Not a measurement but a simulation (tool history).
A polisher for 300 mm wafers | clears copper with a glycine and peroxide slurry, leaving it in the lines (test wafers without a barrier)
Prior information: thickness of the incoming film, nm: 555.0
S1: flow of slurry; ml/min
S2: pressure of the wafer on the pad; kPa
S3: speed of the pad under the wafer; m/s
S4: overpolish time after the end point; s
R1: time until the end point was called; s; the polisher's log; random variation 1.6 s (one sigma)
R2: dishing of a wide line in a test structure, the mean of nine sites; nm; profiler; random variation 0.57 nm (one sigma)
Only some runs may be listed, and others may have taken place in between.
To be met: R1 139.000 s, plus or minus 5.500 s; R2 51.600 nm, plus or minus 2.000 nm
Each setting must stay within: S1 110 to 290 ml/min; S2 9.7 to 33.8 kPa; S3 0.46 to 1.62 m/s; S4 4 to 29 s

run	hour	S1	S2	S3	S4	R1	R2
1	0.0	185	21.4	1.04	15	100.310	54.413
2	3.6	185	23.4	1.04	15	92.578	58.683
3	12.2	205	23.4	1.04	15	90.941	59.024
4	19.3	205	23.4	1.18	15	84.264	63.533
5	24.3	205	20.7	1.18	16	91.463	62.907
6	29.9	205	20.7	1.18	22	92.369	77.327
7	38.0	205	18.6	1.18	22	98.872	73.338
8	40.9	205	16.5	1.18	22	106.310	69.625
9	48.9	205	15.2	1.18	22	113.700	66.151
10	50.7	205	13.8	1.18	22	117.920	63.713
11	56.3	205	13.1	1.18	22	121.680	61.858
12	65.2	205	12.4	1.18	22	125.990	60.361
13	69.4	205	11.7	1.18	22	130.510	58.469
14	78.3	200	11.0	1.18	21	133.550	54.606
15	86.2	195	11.0	1.18	21	132.710	55.174

Which of these 5 next moves meets every target?
A	94.1	145	13.8	1.14	17	?	?
B	94.1	165	14.5	1.10	17	?	?
C	94.1	210	11.7	0.98	24	?	?
D	94.1	200	11.7	1.10	24	?	?
E	94.1	190	10.3	1.22	20	?	?

move	R1	R2
A	127.540	50.181
B	124.160	51.386
C	145.700	58.856
D	136.560	61.407
E	137.770	52.877
A: brings the result that was furthest off to its target, and leaves another outside
B: brings the result that was furthest off to its target, and leaves another outside
C: lands further from the targets than the last run did
D: lands further from the targets than the last run did
E: all results in spec
Answer: E
